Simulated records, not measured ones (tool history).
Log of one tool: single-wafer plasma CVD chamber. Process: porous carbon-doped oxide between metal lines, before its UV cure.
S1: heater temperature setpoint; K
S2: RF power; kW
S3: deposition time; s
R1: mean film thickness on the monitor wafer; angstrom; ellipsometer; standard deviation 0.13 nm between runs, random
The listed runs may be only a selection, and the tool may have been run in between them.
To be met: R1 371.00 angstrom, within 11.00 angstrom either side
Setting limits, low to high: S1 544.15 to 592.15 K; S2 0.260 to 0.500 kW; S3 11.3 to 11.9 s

run,hour,S1,S2,S3,R1
1,0.0,568.15,0.380,11.9,551.57
2,1.5,568.15,0.380,11.3,525.81
3,5.7,570.15,0.370,11.3,506.92
4,13.0,570.15,0.325,11.3,445.99
5,15.0,570.15,0.325,11.9,469.91
6,17.9,563.15,0.325,11.9,487.17
7,23.7,565.15,0.320,11.9,475.86
8,27.8,567.15,0.315,11.9,458.33

Of the 4 settings listed for the next run, only one would bring every result within its allowed miss of target. Which one?
A,31.9,558.15,0.385,11.9,?
B,31.9,573.15,0.280,11.3,?
C,31.9,575.15,0.415,11.9,?
D,31.9,557.15,0.340,11.8,?

move,R1
A,591.72
B,374.39
C,580.63
D,521.84
A: its largest miss is bigger than the last run's
B: each result inside its tolerance
C: its largest miss is bigger than the last run's
D: its largest miss is bigger than the last run's
Answer: B

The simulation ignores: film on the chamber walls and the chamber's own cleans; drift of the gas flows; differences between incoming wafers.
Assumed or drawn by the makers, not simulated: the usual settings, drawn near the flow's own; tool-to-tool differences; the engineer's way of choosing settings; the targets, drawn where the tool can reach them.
